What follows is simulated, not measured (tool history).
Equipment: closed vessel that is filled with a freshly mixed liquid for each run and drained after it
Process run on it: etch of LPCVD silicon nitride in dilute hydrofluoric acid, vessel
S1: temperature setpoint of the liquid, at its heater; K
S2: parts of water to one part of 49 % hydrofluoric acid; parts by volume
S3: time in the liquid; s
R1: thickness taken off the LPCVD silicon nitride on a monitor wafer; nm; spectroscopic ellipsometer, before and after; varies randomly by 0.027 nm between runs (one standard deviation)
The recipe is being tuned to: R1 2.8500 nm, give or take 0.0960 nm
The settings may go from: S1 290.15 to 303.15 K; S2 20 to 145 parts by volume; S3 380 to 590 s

run	hour	S1	S2	S3	R1
1	0.0	295.15	80	590	3.6081
2	4.0	295.15	80	380	2.2822
3	11.3	295.15	80	590	3.6119
4	20.9	295.15	80	380	2.3075
5	26.7	295.65	80	380	2.3529
6	32.5	295.65	75	380	2.5178
7	35.3	296.15	75	380	2.6581
8	42.8	296.65	75	380	2.6988

Of the 5 settings listed for the next run, only one would bring every result within its allowed miss of target. Which one?
A	50.3	297.15	90	510	?
B	50.3	297.65	80	425	?
C	50.3	296.65	75	440	?
D	50.3	296.65	80	460	?
E	50.3	296.15	70	380	?

move	R1
A	3.1847
B	3.0814
C	3.1834
D	3.1227
E	2.8465
A: takes the result that was furthest off past its target
B: takes the result that was furthest off past its target
C: takes the result that was furthest off past its target
D: takes the result that was furthest off past its target
E: meets every target
Answer: E

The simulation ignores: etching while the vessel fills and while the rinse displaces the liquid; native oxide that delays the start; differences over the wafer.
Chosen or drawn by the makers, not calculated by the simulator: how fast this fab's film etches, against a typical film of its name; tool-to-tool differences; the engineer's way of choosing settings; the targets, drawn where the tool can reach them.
